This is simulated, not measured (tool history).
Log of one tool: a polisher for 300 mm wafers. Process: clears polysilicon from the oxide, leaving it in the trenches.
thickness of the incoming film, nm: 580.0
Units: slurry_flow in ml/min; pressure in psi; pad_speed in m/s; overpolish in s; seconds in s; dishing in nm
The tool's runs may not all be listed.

run,hour,slurry_flow,pressure,pad_speed,overpolish,seconds,dishing
1,0.0,235,3.5,0.86,10,39.507,58.965
2,7.0,235,3.9,0.86,10,36.077,60.114
3,13.1,235,3.9,0.74,10,42.399,57.145
4,20.3,235,4.4,0.74,10,38.366,59.701
5,24.7,235,4.4,0.74,6,38.591,47.585
6,26.2,235,4.7,0.78,7,33.608,52.930
7,29.5,235,4.9,0.80,8,31.089,58.957
8,34.0,235,5.1,0.80,8,31.288,61.291

The next listed run, before its measurement:
9,37.6,235,5.2,0.82,8,?,?

{"run 9": {"seconds": 29.782, "dishing": 60.612}}
